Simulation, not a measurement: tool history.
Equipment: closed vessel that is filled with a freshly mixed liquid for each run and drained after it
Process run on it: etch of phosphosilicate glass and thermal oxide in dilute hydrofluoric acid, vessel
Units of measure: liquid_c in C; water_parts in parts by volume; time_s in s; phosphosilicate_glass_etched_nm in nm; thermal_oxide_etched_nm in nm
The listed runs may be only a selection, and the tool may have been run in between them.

run,day,liquid_c,water_parts,time_s,phosphosilicate_glass_etched_nm,thermal_oxide_etched_nm
1,0,24,130,60,54.754,2.2145
2,0.092,26,130,60,58.52,2.3774
3,0.45,22.5,130,60,51.204,2.0895
4,0.533,21,135,60,46.21,1.8819
5,0.575,21,135,80,61.978,2.4757
# day 0.612: thermometer replaced
6,0.612,21,110,80,80.117,3.3317
7,0.65,19.5,130,80,63.127,2.5424
8,0.675,19,145,80,53.576,2.2748
9,0.758,19.5,160,80,50.335,2.0318
10,0.812,18.5,170,80,44.278,1.8563

What does the tool deliver on the next run?
11,0.833,18.5,180,80,?,?

{"run 11": {"phosphosilicate_glass_etched_nm": 41.536, "thermal_oxide_etched_nm": 1.7412}}

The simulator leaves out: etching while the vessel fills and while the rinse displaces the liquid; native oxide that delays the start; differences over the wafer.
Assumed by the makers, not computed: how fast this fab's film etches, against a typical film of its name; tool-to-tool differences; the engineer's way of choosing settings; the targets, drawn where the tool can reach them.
